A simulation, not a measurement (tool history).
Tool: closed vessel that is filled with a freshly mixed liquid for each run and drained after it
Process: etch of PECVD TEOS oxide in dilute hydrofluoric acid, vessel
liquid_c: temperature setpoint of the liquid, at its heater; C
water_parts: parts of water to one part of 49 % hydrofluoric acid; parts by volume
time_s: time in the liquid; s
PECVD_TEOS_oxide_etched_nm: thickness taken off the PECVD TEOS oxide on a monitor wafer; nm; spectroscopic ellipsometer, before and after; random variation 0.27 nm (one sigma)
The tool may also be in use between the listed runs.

run 1 day=0 | liquid_c=26 water_parts=90 time_s=70 | PECVD_TEOS_oxide_etched_nm=20.768
run 2 day=0.167 | liquid_c=27.5 water_parts=80 time_s=70 | PECVD_TEOS_oxide_etched_nm=25.31
run 3 day=0.529 | liquid_c=28.5 water_parts=75 time_s=70 | PECVD_TEOS_oxide_etched_nm=28.087
run 4 day=0.892 | liquid_c=31 water_parts=75 time_s=70 | PECVD_TEOS_oxide_etched_nm=30.934
run 5 day=1.254 | liquid_c=31.5 water_parts=70 time_s=70 | PECVD_TEOS_oxide_etched_nm=33.733
run 6 day=1.379 | liquid_c=32 water_parts=65 time_s=70 | PECVD_TEOS_oxide_etched_nm=37.499
run 7 day=1.471 | liquid_c=34 water_parts=40 time_s=70 | PECVD_TEOS_oxide_etched_nm=68.652
-- day=1.829 thermometer replaced
run 8 day=1.829 | liquid_c=33 water_parts=40 time_s=70 | PECVD_TEOS_oxide_etched_nm=63.304
run 9 day=1.992 | liquid_c=32.5 water_parts=40 time_s=70 | PECVD_TEOS_oxide_etched_nm=61.641

Run 10 comes next. What will it give?
run 10 day=2.129 | liquid_c=32 water_parts=40 time_s=70 | PECVD_TEOS_oxide_etched_nm=?

{"run 10": {"PECVD_TEOS_oxide_etched_nm": 60.713}}
